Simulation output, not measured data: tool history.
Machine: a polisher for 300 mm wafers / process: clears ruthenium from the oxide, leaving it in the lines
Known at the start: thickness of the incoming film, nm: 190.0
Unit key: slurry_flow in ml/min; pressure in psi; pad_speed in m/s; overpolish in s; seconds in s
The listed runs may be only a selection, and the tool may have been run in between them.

Run 1, hour 0.0: slurry_flow 195 ml/min, pressure 2.5 psi, pad_speed 1.20 m/s, overpolish 3 s. Result: seconds 104.990 s.
Run 2, hour 5.0: slurry_flow 195 ml/min, pressure 3.0 psi, pad_speed 1.20 m/s, overpolish 3 s. Result: seconds 88.407 s.
Run 3, hour 13.6: slurry_flow 190 ml/min, pressure 2.6 psi, pad_speed 1.20 m/s, overpolish 3 s. Result: seconds 101.600 s.
Run 4, hour 22.0: slurry_flow 190 ml/min, pressure 2.6 psi, pad_speed 1.36 m/s, overpolish 3 s. Result: seconds 90.637 s.
At hour 22.9: head pressure recalibrated.
Run 5, hour 22.9: slurry_flow 185 ml/min, pressure 2.2 psi, pad_speed 1.34 m/s, overpolish 3 s. Result: seconds 103.820 s.
Run 6, hour 28.2: slurry_flow 185 ml/min, pressure 2.2 psi, pad_speed 1.34 m/s, overpolish 3 s. Result: seconds 104.430 s.
Run 7, hour 34.9: slurry_flow 185 ml/min, pressure 1.9 psi, pad_speed 1.32 m/s, overpolish 3 s. Result: seconds 120.660 s.
Run 8, hour 36.6: slurry_flow 185 ml/min, pressure 1.7 psi, pad_speed 1.32 m/s, overpolish 3 s. Result: seconds 133.900 s.
Run 9, hour 44.4: slurry_flow 170 ml/min, pressure 1.2 psi, pad_speed 1.32 m/s, overpolish 3 s. Result: seconds 188.920 s.
Run 10, hour 49.5: slurry_flow 180 ml/min, pressure 1.2 psi, pad_speed 1.32 m/s, overpolish 3 s. Result: seconds 189.750 s.
Run 11, hour 52.0: slurry_flow 180 ml/min, pressure 1.3 psi, pad_speed 1.32 m/s, overpolish 3 s. Result: seconds 173.870 s.
Run 12, hour 59.0: slurry_flow 185 ml/min, pressure 1.3 psi, pad_speed 1.32 m/s, overpolish 3 s. Result: seconds 172.240 s.

The next listed run, before its measurement:
Run 13, hour 64.5: slurry_flow 190 ml/min, pressure 1.3 psi, pad_speed 1.32 m/s, overpolish 3 s. Result: seconds ?.

Run 13 came out at seconds 173.830 s.
